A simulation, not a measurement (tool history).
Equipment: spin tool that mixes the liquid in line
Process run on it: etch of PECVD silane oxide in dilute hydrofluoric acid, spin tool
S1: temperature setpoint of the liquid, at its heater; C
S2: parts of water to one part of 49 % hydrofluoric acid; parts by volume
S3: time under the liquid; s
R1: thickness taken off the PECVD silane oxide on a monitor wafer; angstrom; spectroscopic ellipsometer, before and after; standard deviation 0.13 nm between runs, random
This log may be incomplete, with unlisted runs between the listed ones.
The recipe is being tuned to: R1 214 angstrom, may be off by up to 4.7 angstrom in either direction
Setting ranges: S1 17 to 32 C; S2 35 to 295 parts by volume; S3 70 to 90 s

run,hour,S1,S2,S3,R1
1,0,24,165,90,88.254
2,2.3,24,145,90,102.35
3,5.4,24,180,90,78.907
4,6.2,24,135,90,111.16
5,9.4,25,125,90,126.47
6,14.3,26,120,90,137.81
7,17.3,27,115,90,149.93
8,23.2,28,110,90,165.06
9,23.9,28.5,110,90,167.7
10,28.7,28.5,110,90,167.77

Exactly one of the 4 candidate moves below puts every result within its allowed miss. Which one?
A,33.5,27.5,85,90,?
B,33.5,29,95,90,?
C,33.5,27.5,90,90,?
D,33.5,30,90,90,?

move,R1
A,215.44
B,201.4
C,202.09
D,222.37
A: every result lands within tolerance
B: nearer the targets than the last run, but a result is still out of spec
C: nearer the targets than the last run, but a result is still out of spec
D: moves the result that the last run missed by most past its target, out the other side
The move that meets every target is A.
